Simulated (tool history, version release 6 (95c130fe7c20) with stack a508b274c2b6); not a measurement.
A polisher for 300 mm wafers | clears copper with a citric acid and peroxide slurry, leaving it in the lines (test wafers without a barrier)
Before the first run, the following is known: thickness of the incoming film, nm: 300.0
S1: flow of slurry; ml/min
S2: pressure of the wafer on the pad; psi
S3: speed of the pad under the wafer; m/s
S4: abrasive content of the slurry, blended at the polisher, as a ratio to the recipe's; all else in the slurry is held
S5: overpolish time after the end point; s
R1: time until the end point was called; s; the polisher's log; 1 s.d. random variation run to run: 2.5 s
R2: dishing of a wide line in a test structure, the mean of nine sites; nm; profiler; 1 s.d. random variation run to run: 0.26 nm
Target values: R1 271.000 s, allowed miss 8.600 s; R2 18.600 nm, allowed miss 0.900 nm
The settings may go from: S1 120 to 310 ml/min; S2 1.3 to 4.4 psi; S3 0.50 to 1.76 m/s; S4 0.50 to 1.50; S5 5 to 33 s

| run | hour | S1 | S2 | S3 | S4 | S5 | R1 | R2 |
|---|---|---|---|---|---|---|---|---|
| 1 | 0.0 | 200 | 2.8 | 1.12 | 1.00 | 17 | 106.180 | 24.806 |
| 2 | 8.2 | 200 | 3.5 | 1.12 | 1.00 | 17 | 88.021 | 30.276 |
| 3 | 9.9 | 200 | 4.0 | 1.12 | 1.00 | 17 | 77.520 | 32.496 |
| 4 | 12.1 | 220 | 4.0 | 1.12 | 1.00 | 17 | 77.519 | 32.955 |
| 5 | 14.4 | 250 | 4.0 | 1.12 | 1.00 | 17 | 75.060 | 32.753 |
| 6 | 18.2 | 250 | 4.0 | 1.12 | 1.00 | 23 | 75.126 | 39.972 |
| 7 | 26.0 | 245 | 3.4 | 0.98 | 1.00 | 24 | 100.330 | 34.105 |
| 8 | 28.4 | 225 | 2.6 | 0.66 | 0.95 | 27 | 189.370 | 23.145 |
| 9 | 36.0 | 220 | 2.4 | 0.66 | 0.95 | 27 | 202.710 | 21.786 |
| 10 | 40.2 | 215 | 2.2 | 0.66 | 0.95 | 27 | 221.040 | 20.917 |
| 11 | 48.5 | 210 | 2.1 | 0.66 | 0.95 | 27 | 228.180 | 19.884 |
| 12 | 57.0 | 205 | 2.0 | 0.66 | 0.95 | 27 | 239.890 | 18.974 |
| 13 | 65.0 | 195 | 2.0 | 0.66 | 0.95 | 27 | 244.350 | 19.198 |
| 14 | 67.7 | 185 | 2.0 | 0.66 | 0.95 | 27 | 241.920 | 18.636 |
| 15 | 72.2 | 175 | 1.6 | 0.66 | 0.95 | 30 | 290.240 | 17.446 |
| 16 | 77.6 | 180 | 1.6 | 0.66 | 0.95 | 30 | 291.660 | 17.760 |
| 17 | 81.3 | 185 | 1.6 | 0.66 | 0.95 | 30 | 292.780 | 17.866 |
| 18 | 87.4 | 190 | 1.6 | 0.66 | 0.95 | 30 | 285.320 | 17.708 |

Which of these 4 next moves meets every target?
| A | 93.5 | 205 | 1.6 | 0.74 | 0.95 | 25 | ? | ? |
| B | 93.5 | 175 | 1.9 | 0.56 | 0.75 | 29 | ? | ? |
| C | 93.5 | 285 | 1.6 | 0.66 | 1.15 | 30 | ? | ? |
| D | 93.5 | 230 | 2.2 | 0.52 | 0.70 | 29 | ? | ? |

| move | R1 | R2 |
|---|---|---|
| A | 259.170 | 16.915 |
| B | 310.310 | 16.608 |
| C | 269.060 | 19.041 |
| D | 289.200 | 17.702 |
A: takes the biggest miss from the last run beyond its target
B: further off than the last run
C: in spec on every target
D: further off than the last run
The move that meets every target is C.
